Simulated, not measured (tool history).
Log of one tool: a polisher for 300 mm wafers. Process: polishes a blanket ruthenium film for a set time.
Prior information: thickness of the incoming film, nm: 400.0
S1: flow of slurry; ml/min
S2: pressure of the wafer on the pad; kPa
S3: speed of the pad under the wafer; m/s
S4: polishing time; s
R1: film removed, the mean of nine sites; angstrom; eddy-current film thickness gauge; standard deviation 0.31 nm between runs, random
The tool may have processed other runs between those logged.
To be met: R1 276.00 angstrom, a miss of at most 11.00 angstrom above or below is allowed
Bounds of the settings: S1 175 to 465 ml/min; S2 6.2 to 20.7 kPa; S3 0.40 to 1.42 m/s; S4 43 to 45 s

| run | day | S1 | S2 | S3 | S4 | R1 |
|---|---|---|---|---|---|---|
| 1 | 0.000 | 295 | 13.1 | 0.90 | 43 | 448.84 |
| 2 | 0.204 | 295 | 11.0 | 0.90 | 43 | 384.49 |
| 3 | 0.317 | 295 | 9.7 | 0.90 | 43 | 337.95 |
| 4 | 0.538 | 295 | 9.7 | 0.90 | 45 | 357.10 |
| 5 | 0.692 | 295 | 9.0 | 0.90 | 45 | 337.37 |
| 6 | 0.946 | 230 | 9.0 | 0.90 | 45 | 321.10 |
| 7 | 1.104 | 225 | 8.3 | 0.90 | 45 | 299.58 |
| 8 | 1.412 | 225 | 6.9 | 0.90 | 45 | 256.77 |
| 9 | 1.625 | 235 | 6.9 | 0.90 | 45 | 258.29 |
| 10 | 1.867 | 245 | 6.9 | 0.90 | 45 | 253.86 |
| 11 | 1.958 | 250 | 6.9 | 0.90 | 45 | 254.96 |
| 12 | 2.262 | 250 | 6.9 | 0.90 | 45 | 255.72 |

Which one of the following 5 next-run settings gets every result inside its allowed miss? There is exactly one.
| A | 2.567 | 275 | 6.9 | 0.92 | 44 | ? |
| B | 2.567 | 250 | 8.3 | 0.94 | 43 | ? |
| C | 2.567 | 275 | 10.3 | 0.66 | 44 | ? |
| D | 2.567 | 245 | 8.3 | 0.88 | 45 | ? |
| E | 2.567 | 320 | 6.2 | 0.90 | 43 | ? |

| move | R1 |
|---|---|
| A | 253.98 |
| B | 298.49 |
| C | 271.35 |
| D | 292.39 |
| E | 222.99 |
A: lands further from the targets than the last run did
B: the result that was furthest off in the last run now lies on the other side of its target
C: all results land within tolerance of their targets
D: the result that was furthest off in the last run now lies on the other side of its target
E: lands further from the targets than the last run did
C is the move that brings every result within its allowed miss.
